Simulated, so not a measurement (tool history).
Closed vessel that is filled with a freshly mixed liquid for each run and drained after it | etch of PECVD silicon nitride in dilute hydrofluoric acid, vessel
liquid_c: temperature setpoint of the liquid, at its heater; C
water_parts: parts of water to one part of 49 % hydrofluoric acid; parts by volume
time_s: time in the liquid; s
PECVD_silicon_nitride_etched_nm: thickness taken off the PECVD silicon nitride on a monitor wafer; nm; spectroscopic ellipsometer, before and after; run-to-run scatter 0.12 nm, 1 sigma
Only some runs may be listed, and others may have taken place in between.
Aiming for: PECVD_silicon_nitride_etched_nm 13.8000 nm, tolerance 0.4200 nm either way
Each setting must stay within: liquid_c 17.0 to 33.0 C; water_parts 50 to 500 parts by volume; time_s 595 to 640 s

| run | hour | liquid_c | water_parts | time_s | PECVD_silicon_nitride_etched_nm |
|---|---|---|---|---|---|
| 1 | 0.0 | 25.0 | 275 | 595 | 6.5557 |
| 2 | 8.6 | 25.0 | 275 | 640 | 6.9774 |
| 3 | 12.2 | 28.0 | 275 | 640 | 8.4096 |
| 4 | 20.6 | 24.5 | 275 | 640 | 6.7949 |
| 5 | 28.5 | 26.0 | 265 | 640 | 7.6156 |
| 6 | 29.1 | 29.0 | 265 | 640 | 9.1499 |
| 7 | 32.6 | 29.5 | 255 | 640 | 9.9515 |
| 8 | 41.5 | 30.0 | 250 | 640 | 10.1710 |
| 9 | 47.0 | 30.5 | 245 | 640 | 10.8540 |
| 10 | 54.5 | 31.0 | 240 | 640 | 11.3020 |

Which one of the following 5 next-run settings gets every result inside its allowed miss? There is exactly one.
| A | 62.0 | 31.5 | 220 | 595 | ? |
| B | 62.0 | 26.5 | 215 | 610 | ? |
| C | 62.0 | 31.0 | 185 | 595 | ? |
| D | 62.0 | 28.0 | 215 | 615 | ? |
| E | 62.0 | 29.0 | 230 | 595 | ? |

| move | PECVD_silicon_nitride_etched_nm |
|---|---|
| A | 11.7600 |
| B | 9.1461 |
| C | 13.6430 |
| D | 10.1040 |
| E | 9.6949 |
A: closer than the last run, but not yet in spec
B: further off than the last run
C: every result lands within tolerance
D: further off than the last run
E: further off than the last run
So the answer is move C, the one that meets all the targets.

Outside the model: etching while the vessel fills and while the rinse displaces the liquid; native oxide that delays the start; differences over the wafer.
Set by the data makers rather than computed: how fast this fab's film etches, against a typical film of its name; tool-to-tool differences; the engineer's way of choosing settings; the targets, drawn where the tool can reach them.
